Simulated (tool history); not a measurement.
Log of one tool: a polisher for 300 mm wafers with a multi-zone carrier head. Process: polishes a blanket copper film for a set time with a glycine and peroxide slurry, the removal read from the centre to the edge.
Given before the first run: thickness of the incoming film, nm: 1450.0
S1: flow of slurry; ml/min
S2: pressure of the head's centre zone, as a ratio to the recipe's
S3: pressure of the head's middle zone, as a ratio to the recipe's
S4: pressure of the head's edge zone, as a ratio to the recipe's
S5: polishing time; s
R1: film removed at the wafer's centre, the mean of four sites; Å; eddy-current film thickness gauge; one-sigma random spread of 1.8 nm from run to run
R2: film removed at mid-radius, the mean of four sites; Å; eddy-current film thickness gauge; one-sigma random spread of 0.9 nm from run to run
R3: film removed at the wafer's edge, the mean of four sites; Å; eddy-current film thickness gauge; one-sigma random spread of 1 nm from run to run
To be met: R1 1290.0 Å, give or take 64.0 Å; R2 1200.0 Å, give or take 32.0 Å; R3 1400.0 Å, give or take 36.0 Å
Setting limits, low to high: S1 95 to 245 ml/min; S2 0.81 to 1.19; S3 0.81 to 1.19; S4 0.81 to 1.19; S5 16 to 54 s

| run | hour | S1 | S2 | S3 | S4 | S5 | R1 | R2 | R3 |
|---|---|---|---|---|---|---|---|---|---|
| 1 | 0.0 | 155 | 1.00 | 1.00 | 1.00 | 35 | 1590.0 | 1587.5 | 1610.8 |
| 2 | 2.0 | 155 | 1.00 | 1.00 | 0.94 | 35 | 1607.7 | 1598.8 | 1609.0 |
| 3 | 3.1 | 140 | 0.98 | 0.95 | 0.95 | 34 | 1489.8 | 1491.9 | 1536.9 |
| 4 | 7.8 | 130 | 0.98 | 0.90 | 0.99 | 33 | 1448.1 | 1382.8 | 1498.3 |
| 5 | 11.3 | 130 | 0.98 | 0.90 | 0.99 | 28 | 1213.7 | 1165.7 | 1274.8 |
| 6 | 16.8 | 145 | 0.97 | 0.89 | 1.02 | 28 | 1222.1 | 1190.6 | 1305.3 |
| 7 | 20.3 | 160 | 1.00 | 0.84 | 1.12 | 29 | 1376.0 | 1224.8 | 1449.4 |
|  | 27.1 | slurry nozzle cleaned |
| 8 | 27.1 | 155 | 0.99 | 0.84 | 1.11 | 29 | 1410.6 | 1294.2 | 1494.4 |
| 9 | 35.9 | 155 | 0.99 | 0.84 | 1.11 | 29 | 1446.1 | 1295.7 | 1507.5 |
| 10 | 40.1 | 145 | 0.97 | 0.83 | 1.09 | 29 | 1380.6 | 1277.6 | 1469.6 |

Which one of the following 5 next-run settings gets every result inside its allowed miss? There is exactly one.
| A | 44.3 | 145 | 0.86 | 0.86 | 1.15 | 27 | ? | ? | ? |
| B | 44.3 | 150 | 0.91 | 0.84 | 1.14 | 29 | ? | ? | ? |
| C | 44.3 | 145 | 1.03 | 0.82 | 0.99 | 29 | ? | ? | ? |
| D | 44.3 | 125 | 1.00 | 0.81 | 1.19 | 27 | ? | ? | ? |
| E | 44.3 | 100 | 1.01 | 0.90 | 1.16 | 28 | ? | ? | ? |

| move | R1 | R2 | R3 |
|---|---|---|---|
| A | 1145.7 | 1209.3 | 1398.9 |
| B | 1311.4 | 1289.8 | 1502.4 |
| C | 1475.7 | 1265.4 | 1394.9 |
| D | 1292.5 | 1138.6 | 1396.9 |
| E | 1283.0 | 1191.9 | 1382.0 |
A: brings the result that was furthest off to its target, and leaves another outside
B: lands further from the targets than the last run did
C: lands further from the targets than the last run did
D: carries the result that was furthest off beyond its target, to the other side
E: hits every target within its allowed miss
The right move is E.

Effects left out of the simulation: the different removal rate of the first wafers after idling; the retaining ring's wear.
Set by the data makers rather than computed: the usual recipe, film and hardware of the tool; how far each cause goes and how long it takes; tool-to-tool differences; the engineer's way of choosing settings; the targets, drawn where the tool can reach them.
